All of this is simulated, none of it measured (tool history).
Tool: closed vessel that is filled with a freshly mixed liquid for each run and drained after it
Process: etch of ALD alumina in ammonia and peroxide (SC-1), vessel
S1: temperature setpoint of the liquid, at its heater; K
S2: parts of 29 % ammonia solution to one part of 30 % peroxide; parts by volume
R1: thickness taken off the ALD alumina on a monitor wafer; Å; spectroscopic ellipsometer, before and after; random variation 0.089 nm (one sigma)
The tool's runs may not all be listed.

Run 1, hour 0.0: S1 321.15 K, S2 0.75 parts by volume, time in the liquid (s) 245. Result: R1 164.14 Å.
Run 2, hour 6.5: S1 321.15 K, S2 0.85 parts by volume, time in the liquid (s) 245. Result: R1 166.47 Å.
Run 3, hour 10.6: S1 323.65 K, S2 0.85 parts by volume, time in the liquid (s) 245. Result: R1 189.81 Å.
Run 4, hour 12.3: S1 323.65 K, S2 0.85 parts by volume, time in the liquid (s) 265. Result: R1 206.51 Å.
Run 5, hour 18.8: S1 323.65 K, S2 0.65 parts by volume, time in the liquid (s) 265. Result: R1 200.45 Å.
Run 6, hour 27.4: S1 326.65 K, S2 0.65 parts by volume, time in the liquid (s) 265. Result: R1 237.44 Å.

The next listed run, before its measurement:
Run 7, hour 34.5: S1 327.65 K, S2 0.65 parts by volume, time in the liquid (s) 265. Result: R1 ?.

R1: 249.76 Å
